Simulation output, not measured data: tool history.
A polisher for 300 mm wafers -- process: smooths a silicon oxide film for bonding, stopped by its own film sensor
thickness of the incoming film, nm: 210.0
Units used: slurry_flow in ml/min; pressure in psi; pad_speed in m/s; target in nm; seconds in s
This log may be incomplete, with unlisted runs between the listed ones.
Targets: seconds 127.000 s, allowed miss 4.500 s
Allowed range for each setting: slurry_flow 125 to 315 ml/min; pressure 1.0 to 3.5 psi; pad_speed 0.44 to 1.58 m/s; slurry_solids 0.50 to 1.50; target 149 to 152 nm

run,day,slurry_flow,pressure,pad_speed,slurry_solids,target,seconds
1,0.000,205,2.2,1.00,1.00,152,71.288
2,0.296,205,2.2,1.00,1.10,152,68.288
3,0.600,205,2.0,0.98,1.10,152,75.799
4,0.871,205,1.7,0.98,1.10,152,89.715
5,0.900,205,1.7,0.98,1.10,152,89.704
6,1.062,205,1.6,0.98,1.10,152,96.370
7,1.283,200,1.0,0.96,1.10,152,151.340
8,1.642,210,1.0,0.96,1.10,152,149.690
9,1.733,210,1.1,0.96,1.10,152,137.930
10,1.800,215,1.1,0.96,1.10,152,135.540
11,2.071,220,1.1,0.96,1.10,152,135.910
12,2.412,225,1.1,0.96,1.10,152,132.540
13,2.475,230,1.1,0.96,1.10,152,134.760
14,2.621,235,1.1,0.96,1.10,152,135.970

Next run, 4 choices. One meets every target within its allowed miss, the rest don't. Which?
A,2.767,165,1.1,1.08,0.95,149,?
B,2.767,195,1.5,0.74,1.20,149,?
C,2.767,225,1.1,0.94,1.00,149,?
D,2.767,195,1.3,0.66,1.30,151,?

move,seconds
A,144.250
B,127.860
C,150.690
D,150.230
A: lands further from the targets than the last run did
B: each result inside its tolerance
C: lands further from the targets than the last run did
D: lands further from the targets than the last run did
Go with B: it meets all targets.

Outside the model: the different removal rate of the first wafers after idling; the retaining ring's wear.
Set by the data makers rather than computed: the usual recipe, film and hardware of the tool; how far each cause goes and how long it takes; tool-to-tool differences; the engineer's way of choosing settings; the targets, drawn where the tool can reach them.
